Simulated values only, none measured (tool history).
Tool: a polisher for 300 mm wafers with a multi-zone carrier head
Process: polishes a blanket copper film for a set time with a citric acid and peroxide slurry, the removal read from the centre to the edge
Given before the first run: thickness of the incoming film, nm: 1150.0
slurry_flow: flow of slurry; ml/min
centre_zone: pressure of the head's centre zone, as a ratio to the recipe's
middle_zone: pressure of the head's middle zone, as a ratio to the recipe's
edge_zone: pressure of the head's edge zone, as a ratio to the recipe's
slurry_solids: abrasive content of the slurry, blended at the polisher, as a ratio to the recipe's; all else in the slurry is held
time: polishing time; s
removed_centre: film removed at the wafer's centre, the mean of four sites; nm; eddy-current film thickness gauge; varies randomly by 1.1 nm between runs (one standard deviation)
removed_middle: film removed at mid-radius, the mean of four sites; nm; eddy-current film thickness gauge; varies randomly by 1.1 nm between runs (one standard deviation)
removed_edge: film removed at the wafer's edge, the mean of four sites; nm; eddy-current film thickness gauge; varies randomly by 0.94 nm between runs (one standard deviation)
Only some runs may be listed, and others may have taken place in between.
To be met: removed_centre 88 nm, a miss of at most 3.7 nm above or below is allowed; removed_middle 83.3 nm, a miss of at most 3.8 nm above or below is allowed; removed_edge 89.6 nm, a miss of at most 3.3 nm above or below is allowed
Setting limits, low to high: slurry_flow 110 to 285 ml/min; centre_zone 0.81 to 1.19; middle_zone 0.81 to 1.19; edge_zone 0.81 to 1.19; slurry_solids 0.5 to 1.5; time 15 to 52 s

| run | hour | slurry_flow | centre_zone | middle_zone | edge_zone | slurry_solids | time | removed_centre | removed_middle | removed_edge |
|---|---|---|---|---|---|---|---|---|---|---|
| 1 | 0 | 180 | 1 | 1 | 1 | 1 | 33 | 53.53 | 54.083 | 54.451 |
| 2 | 7.1 | 180 | 1 | 1.08 | 1 | 1 | 33 | 53.882 | 55.387 | 54.184 |
| 3 | 11.1 | 180 | 1 | 1.08 | 0.95 | 1 | 33 | 53.305 | 56.386 | 52.95 |
| 4 | 20 | 180 | 1 | 1.08 | 0.95 | 1.1 | 33 | 52.901 | 57.271 | 53.914 |
| 5 | 21.6 | 185 | 1.02 | 1.07 | 0.99 | 1.15 | 35 | 59.05 | 61.769 | 59.814 |
| 6 | 27.3 | 185 | 1.02 | 1.07 | 0.99 | 1.15 | 32 | 54.231 | 55.96 | 53.634 |
| 7 | 34.4 | 190 | 1.03 | 1.06 | 1.02 | 1.2 | 34 | 59.646 | 60.076 | 58.54 |
| 8 | 39.6 | 190 | 1.03 | 1.04 | 1.04 | 1.25 | 36 | 63.435 | 63.123 | 63.877 |
| 9 | 45.8 | 195 | 1.04 | 1.04 | 1.06 | 1.3 | 38 | 67.632 | 66.541 | 66.773 |
| 10 | 54.7 | 190 | 1.04 | 1.03 | 1.07 | 1.35 | 40 | 72.813 | 70.383 | 72.956 |
| 11 | 58.9 | 215 | 1.08 | 1.06 | 1.17 | 1.5 | 44 | 87.452 | 83.375 | 86.398 |

Which single option among these 5 for the next run brings every result within its allowed miss of target? Just one does.
| A | 63.1 | 205 | 1.11 | 0.99 | 1.07 | 1.5 | 45 | ? | ? | ? |
| B | 63.1 | 230 | 1.08 | 1.13 | 1.18 | 1.5 | 42 | ? | ? | ? |
| C | 63.1 | 250 | 1.08 | 1.04 | 1.19 | 1.5 | 44 | ? | ? | ? |
| D | 63.1 | 170 | 1.18 | 1.08 | 1.11 | 1.5 | 45 | ? | ? | ? |
| E | 63.1 | 205 | 1.06 | 1.12 | 1.14 | 1.5 | 44 | ? | ? | ? |

| move | removed_centre | removed_middle | removed_edge |
|---|---|---|---|
| A | 89.778 | 76.895 | 82.998 |
| B | 83.609 | 82.087 | 82.57 |
| C | 88.946 | 81.26 | 87.902 |
| D | 91.218 | 79.436 | 82.038 |
| E | 83.878 | 83.522 | 83.658 |
A: the biggest miss grows against the last run
B: the biggest miss grows against the last run
C: all results in spec
D: the biggest miss grows against the last run
E: the biggest miss grows against the last run
C is the move that brings every result within its allowed miss.
